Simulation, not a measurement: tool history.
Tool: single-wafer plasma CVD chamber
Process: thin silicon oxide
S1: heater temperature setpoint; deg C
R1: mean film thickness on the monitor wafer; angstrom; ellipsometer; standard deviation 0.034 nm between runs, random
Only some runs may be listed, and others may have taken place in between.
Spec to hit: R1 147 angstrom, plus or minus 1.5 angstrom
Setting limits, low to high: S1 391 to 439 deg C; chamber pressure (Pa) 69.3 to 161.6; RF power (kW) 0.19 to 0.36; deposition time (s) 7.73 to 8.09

Run 1, day 0: S1 415 deg C, chamber pressure (Pa) 115.5, RF power (kW) 0.275, deposition time (s) 8.09. Result: R1 154.93 angstrom.
Run 2, day 0.179: S1 415 deg C, chamber pressure (Pa) 114, RF power (kW) 0.275, deposition time (s) 8.09. Result: R1 152.91 angstrom.
Run 3, day 0.417: S1 415 deg C, chamber pressure (Pa) 126.3, RF power (kW) 0.275, deposition time (s) 8.09. Result: R1 169.02 angstrom.
Run 4, day 0.646: S1 407 deg C, chamber pressure (Pa) 126.3, RF power (kW) 0.275, deposition time (s) 8.09. Result: R1 170.12 angstrom.
Run 5, day 0.854: S1 408 deg C, chamber pressure (Pa) 122.5, RF power (kW) 0.275, deposition time (s) 8.09. Result: R1 165.37 angstrom.
Run 6, day 1.054: S1 408 deg C, chamber pressure (Pa) 122.5, RF power (kW) 0.275, deposition time (s) 7.73. Result: R1 157.71 angstrom.
Run 7, day 1.367: S1 408 deg C, chamber pressure (Pa) 120.7, RF power (kW) 0.275, deposition time (s) 7.73. Result: R1 155.95 angstrom.
Run 8, day 1.696: S1 408 deg C, chamber pressure (Pa) 119.2, RF power (kW) 0.275, deposition time (s) 7.73. Result: R1 153.64 angstrom.
Run 9, day 2: S1 408 deg C, chamber pressure (Pa) 118, RF power (kW) 0.275, deposition time (s) 7.73. Result: R1 152.55 angstrom.

Which of these 5 next moves meets every target?
Run A, day 2.304: S1 410 deg C, chamber pressure (Pa) 124.3, RF power (kW) 0.275, deposition time (s) 7.73. Result: R1 ?.
Run B, day 2.304: S1 423 deg C, chamber pressure (Pa) 114.3, RF power (kW) 0.28, deposition time (s) 7.73. Result: R1 ?.
Run C, day 2.304: S1 404 deg C, chamber pressure (Pa) 122.3, RF power (kW) 0.275, deposition time (s) 7.73. Result: R1 ?.
Run D, day 2.304: S1 393 deg C, chamber pressure (Pa) 135.3, RF power (kW) 0.225, deposition time (s) 7.73. Result: R1 ?.
Run E, day 2.304: S1 411 deg C, chamber pressure (Pa) 114.8, RF power (kW) 0.275, deposition time (s) 7.88. Result: R1 ?.

move      R1
   A  159.65
   B  147.33
   C  157.88
   D  152.07
   E  150.64
A: lands further from the targets than the last run did
B: each result inside its tolerance
C: lands further from the targets than the last run did
D: an improvement on the last run, though not all results are within tolerance
E: an improvement on the last run, though not all results are within tolerance
Answer: B

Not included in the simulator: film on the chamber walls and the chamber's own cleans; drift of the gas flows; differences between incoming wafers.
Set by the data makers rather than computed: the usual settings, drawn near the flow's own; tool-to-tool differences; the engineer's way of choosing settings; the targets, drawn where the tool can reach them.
